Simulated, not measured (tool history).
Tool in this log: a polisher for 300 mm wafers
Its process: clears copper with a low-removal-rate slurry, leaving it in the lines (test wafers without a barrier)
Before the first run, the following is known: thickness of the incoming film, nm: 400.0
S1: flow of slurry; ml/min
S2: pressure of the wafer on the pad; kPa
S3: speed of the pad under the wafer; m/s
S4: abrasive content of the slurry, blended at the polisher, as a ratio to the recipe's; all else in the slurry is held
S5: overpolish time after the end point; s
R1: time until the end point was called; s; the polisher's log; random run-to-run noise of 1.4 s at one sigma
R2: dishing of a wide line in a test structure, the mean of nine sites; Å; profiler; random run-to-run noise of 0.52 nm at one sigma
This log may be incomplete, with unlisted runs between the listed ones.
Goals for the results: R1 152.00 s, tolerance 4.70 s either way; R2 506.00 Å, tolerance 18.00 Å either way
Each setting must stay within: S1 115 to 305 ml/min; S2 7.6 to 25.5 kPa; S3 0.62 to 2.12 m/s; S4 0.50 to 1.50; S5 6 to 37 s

run,hour,S1,S2,S3,S4,S5,R1,R2
1,0.0,195,16.5,1.36,1.00,19,142.46,422.85
2,6.2,190,16.5,1.36,1.00,20,143.21,439.72
3,14.6,190,16.5,1.12,1.00,20,170.75,378.18
4,16.8,190,16.5,1.12,1.00,21,170.93,398.15
5,21.7,200,17.9,1.12,1.00,23,157.47,466.43
6,25.5,230,17.9,1.12,1.00,23,155.52,460.59
7,33.4,225,17.9,1.12,1.00,24,152.43,487.18
8,41.3,220,17.9,1.12,1.00,24,156.56,482.85

Which one of the following 5 next-run settings gets every result inside its allowed miss? There is exactly one.
A,49.2,205,17.9,1.18,1.10,20,?,?
B,49.2,225,18.6,1.10,0.95,25,?,?
C,49.2,225,17.2,1.12,0.95,23,?,?
D,49.2,205,14.5,1.46,1.00,27,?,?
E,49.2,175,17.9,1.20,0.95,23,?,?

move,R1,R2
A,144.22,433.85
B,152.57,499.46
C,161.72,442.13
D,149.36,530.54
E,151.58,467.74
A: lands further from the targets than the last run did
B: each result inside its tolerance
C: lands further from the targets than the last run did
D: carries the result that was furthest off beyond its target, to the other side
E: lands further from the targets than the last run did
Answer: B

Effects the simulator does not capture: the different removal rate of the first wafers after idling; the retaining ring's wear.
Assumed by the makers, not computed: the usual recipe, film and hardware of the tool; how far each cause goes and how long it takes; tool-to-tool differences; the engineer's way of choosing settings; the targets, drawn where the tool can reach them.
